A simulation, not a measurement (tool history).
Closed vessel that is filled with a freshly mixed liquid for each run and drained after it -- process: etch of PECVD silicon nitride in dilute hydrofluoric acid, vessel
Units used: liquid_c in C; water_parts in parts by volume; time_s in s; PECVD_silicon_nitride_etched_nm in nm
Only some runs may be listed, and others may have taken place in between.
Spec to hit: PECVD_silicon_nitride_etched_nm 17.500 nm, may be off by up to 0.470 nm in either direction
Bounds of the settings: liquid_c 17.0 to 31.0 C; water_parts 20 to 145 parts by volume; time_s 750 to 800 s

run  hour  liquid_c  water_parts  time_s  PECVD_silicon_nitride_etched_nm
  1   0.0      23.0           80     750                           27.743
  2   2.8      22.5           80     750                           26.505
  3   3.8      22.0           80     750                           25.492
  4   6.5      21.5           80     750                           24.820
  5  14.1      21.5           95     750                           21.055
  6  22.2      21.0           95     750                           20.308
  7  24.9      19.5           95     750                           17.992
  8  28.8      19.5           95     750                           18.285
  9  37.3      19.5           95     750                           18.320

Consider the 4 candidate settings below. Which is the only one whose results all fall within their allowed miss of target?
  A  45.8      19.0           90     755                                ?
  B  45.8      19.0          100     780                                ?
  C  45.8      18.0           90     790                                ?
  D  45.8      17.5           85     790                                ?

move  PECVD_silicon_nitride_etched_nm
   A                           18.779
   B                           17.509
   C                           18.336
   D                           18.719
A: moves away from the targets compared with the last run
B: meets every target
C: no better and no worse than the last run
D: moves away from the targets compared with the last run
Go with B: it meets all targets.

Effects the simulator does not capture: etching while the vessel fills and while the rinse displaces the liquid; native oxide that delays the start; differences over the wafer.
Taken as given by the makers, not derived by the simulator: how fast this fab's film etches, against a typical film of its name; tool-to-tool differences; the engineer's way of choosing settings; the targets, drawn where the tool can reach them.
